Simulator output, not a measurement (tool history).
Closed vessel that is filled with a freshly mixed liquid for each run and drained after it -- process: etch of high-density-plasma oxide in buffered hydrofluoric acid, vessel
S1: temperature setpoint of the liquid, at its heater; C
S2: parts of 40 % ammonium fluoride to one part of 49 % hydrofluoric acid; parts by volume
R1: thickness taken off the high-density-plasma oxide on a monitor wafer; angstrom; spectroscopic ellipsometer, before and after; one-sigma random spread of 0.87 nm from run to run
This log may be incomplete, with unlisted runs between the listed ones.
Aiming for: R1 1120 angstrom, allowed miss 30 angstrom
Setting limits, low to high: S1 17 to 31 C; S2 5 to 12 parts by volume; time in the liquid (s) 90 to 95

Run 1, day 0: S1 23 C, S2 7 parts by volume, time in the liquid (s) 90. Result: R1 1548.3 angstrom.
Run 2, day 0.1: S1 23 C, S2 5.5 parts by volume, time in the liquid (s) 90. Result: R1 1880 angstrom.
Run 3, day 0.304: S1 23 C, S2 6.5 parts by volume, time in the liquid (s) 90. Result: R1 1653 angstrom.
Run 4, day 0.662: S1 21.5 C, S2 6.5 parts by volume, time in the liquid (s) 90. Result: R1 1538.7 angstrom.
Run 5, day 0.979: S1 20.5 C, S2 6.5 parts by volume, time in the liquid (s) 90. Result: R1 1411.7 angstrom.
Run 6, day 1.262: S1 23 C, S2 6.5 parts by volume, time in the liquid (s) 90. Result: R1 1634.7 angstrom.
Run 7, day 1.508: S1 21.5 C, S2 6.5 parts by volume, time in the liquid (s) 90. Result: R1 1514.4 angstrom.
Run 8, day 1.746: S1 20.5 C, S2 6.5 parts by volume, time in the liquid (s) 90. Result: R1 1451.2 angstrom.
Run 9, day 2.025: S1 19.5 C, S2 6.5 parts by volume, time in the liquid (s) 90. Result: R1 1350 angstrom.
Run 10, day 2.146: S1 19 C, S2 6.5 parts by volume, time in the liquid (s) 90. Result: R1 1307.2 angstrom.
Run 11, day 2.254: S1 18.5 C, S2 6.5 parts by volume, time in the liquid (s) 90. Result: R1 1274 angstrom.
Run 12, day 2.583: S1 18 C, S2 6.5 parts by volume, time in the liquid (s) 90. Result: R1 1244.7 angstrom.
Run 13, day 2.733: S1 17.5 C, S2 6.5 parts by volume, time in the liquid (s) 90. Result: R1 1210.2 angstrom.

Consider the 5 candidate settings below. Which is the only one whose results all fall within their allowed miss of target?
Run A, day 2.883: S1 17 C, S2 6.5 parts by volume, time in the liquid (s) 90. Result: R1 ?.
Run B, day 2.883: S1 17 C, S2 5.5 parts by volume, time in the liquid (s) 90. Result: R1 ?.
Run C, day 2.883: S1 17.5 C, S2 7.5 parts by volume, time in the liquid (s) 95. Result: R1 ?.
Run D, day 2.883: S1 17 C, S2 6 parts by volume, time in the liquid (s) 95. Result: R1 ?.
Run E, day 2.883: S1 17.5 C, S2 7 parts by volume, time in the liquid (s) 95. Result: R1 ?.

move      R1
   A  1181.8
   B  1363.9
   C    1117
   D  1337.1
   E  1203.4
A: gains on the last run, yet a result remains outside its allowed miss
B: the biggest miss grows against the last run
C: all results land within tolerance of their targets
D: the biggest miss grows against the last run
E: gains on the last run, yet a result remains outside its allowed miss
Correct choice: C, which meets every target
